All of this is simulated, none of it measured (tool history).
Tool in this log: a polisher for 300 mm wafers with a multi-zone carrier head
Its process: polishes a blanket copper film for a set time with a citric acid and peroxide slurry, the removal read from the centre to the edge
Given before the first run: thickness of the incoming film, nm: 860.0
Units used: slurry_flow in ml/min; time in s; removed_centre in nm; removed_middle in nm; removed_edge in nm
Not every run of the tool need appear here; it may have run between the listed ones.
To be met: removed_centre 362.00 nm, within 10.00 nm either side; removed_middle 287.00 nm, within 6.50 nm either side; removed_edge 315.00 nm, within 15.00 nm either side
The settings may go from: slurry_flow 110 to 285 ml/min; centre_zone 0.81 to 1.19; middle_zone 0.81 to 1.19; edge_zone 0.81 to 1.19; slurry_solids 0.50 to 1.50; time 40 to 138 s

run    day  slurry_flow  centre_zone  middle_zone  edge_zone  slurry_solids  time  removed_centre  removed_middle  removed_edge
  1  0.000          180         1.00         1.00       1.00           1.00    88          245.66          239.97        246.96
  2  0.267          205         1.06         1.00       1.05           1.15    89          271.67          253.37        266.58
  3  0.367          220         1.10         0.98       1.05           1.25    91          302.12          261.64        279.94
  4  0.508          220         1.10         1.01       1.05           1.25    91          296.97          271.90        275.03
  5  0.854          220         1.10         1.09       1.05           1.25    91          299.24          289.81        280.54
  6  1.188          220         1.10         1.09       1.05           1.25   104          341.85          328.15        313.17
  7  1.400          220         1.10         1.09       1.05           1.25   104          343.74          322.37        312.99
  8  1.554          210         1.12         1.05       1.06           1.25   104          346.06          316.62        321.78
  9  1.642          210         1.13         1.01       1.04           1.25   104          350.47          308.19        318.79
 10  1.992          210         1.14         0.98       1.03           1.25   104          351.46          297.90        313.92
 11  2.246          210         1.15         0.97       1.03           1.25   104          357.23          290.69        311.99

Which single option among these 5 for the next run brings every result within its allowed miss of target? Just one does.
  A  2.500          205         1.18         0.95       1.04           1.25   104               ?               ?             ?
  B  2.500          165         1.19         0.91       1.09           1.30   103               ?               ?             ?
  C  2.500          225         1.18         1.02       1.06           1.25   101               ?               ?             ?
  D  2.500          195         1.12         0.99       1.04           1.45   100               ?               ?             ?
  E  2.500          255         1.13         0.93       0.97           1.15   109               ?               ?             ?

move  removed_centre  removed_middle  removed_edge
   A          360.14          293.35        311.60
   B          351.10          274.59        312.16
   C          354.44          305.94        307.74
   D          336.37          299.19        307.25
   E          365.87          305.01        316.61
A: all results land within tolerance of their targets
B: the result that was furthest off in the last run now lies on the other side of its target
C: the biggest miss grows against the last run
D: the biggest miss grows against the last run
E: the biggest miss grows against the last run
A meets every target.
